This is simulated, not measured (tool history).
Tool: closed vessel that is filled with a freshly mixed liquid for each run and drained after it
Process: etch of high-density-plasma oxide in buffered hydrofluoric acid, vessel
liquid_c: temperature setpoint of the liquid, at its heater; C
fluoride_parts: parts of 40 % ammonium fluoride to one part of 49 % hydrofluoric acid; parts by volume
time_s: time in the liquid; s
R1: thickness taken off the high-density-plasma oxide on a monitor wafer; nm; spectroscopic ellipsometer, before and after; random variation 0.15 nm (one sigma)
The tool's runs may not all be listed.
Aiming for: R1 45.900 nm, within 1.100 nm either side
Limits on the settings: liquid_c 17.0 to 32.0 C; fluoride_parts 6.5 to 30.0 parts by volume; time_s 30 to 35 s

{"run": 1, "day": 0.0, "liquid_c": 24.0, "fluoride_parts": 19.5, "time_s": 35, "R1": 25.178}
{"run": 2, "day": 0.042, "liquid_c": 24.0, "fluoride_parts": 19.5, "time_s": 30, "R1": 21.522}
{"run": 3, "day": 0.179, "liquid_c": 21.0, "fluoride_parts": 19.5, "time_s": 30, "R1": 18.366}
{"run": 4, "day": 0.467, "liquid_c": 21.0, "fluoride_parts": 19.5, "time_s": 30, "R1": 18.146}
{"run": 5, "day": 0.779, "liquid_c": 21.0, "fluoride_parts": 19.5, "time_s": 35, "R1": 21.291}
{"run": 6, "day": 1.138, "liquid_c": 21.0, "fluoride_parts": 19.5, "time_s": 30, "R1": 18.317}
{"run": 7, "day": 1.312, "liquid_c": 24.5, "fluoride_parts": 17.5, "time_s": 30, "R1": 24.643}
{"run": 8, "day": 1.525, "liquid_c": 27.0, "fluoride_parts": 16.0, "time_s": 30, "R1": 30.777}
{"run": 9, "day": 1.75, "liquid_c": 28.5, "fluoride_parts": 15.0, "time_s": 30, "R1": 35.698}
{"run": 10, "day": 2.117, "liquid_c": 29.5, "fluoride_parts": 14.5, "time_s": 30, "R1": 38.827}

Exercise: of the 4 proposed moves below, exactly one satisfies all targets within the stated allowed misses. Which move is it?
{"run": "A", "day": 2.483, "liquid_c": 29.5, "fluoride_parts": 13.5, "time_s": 35, "R1": "?"}
{"run": "B", "day": 2.483, "liquid_c": 32.0, "fluoride_parts": 13.5, "time_s": 30, "R1": "?"}
{"run": "C", "day": 2.483, "liquid_c": 32.0, "fluoride_parts": 15.5, "time_s": 35, "R1": "?"}
{"run": "D", "day": 2.483, "liquid_c": 29.0, "fluoride_parts": 14.0, "time_s": 35, "R1": "?"}

move=A R1=48.565
move=B R1=47.441
move=C R1=48.349
move=D R1=45.646
A: takes the biggest miss from the last run beyond its target
B: takes the biggest miss from the last run beyond its target
C: takes the biggest miss from the last run beyond its target
D: every result lands within tolerance
Correct choice: D, which meets every target
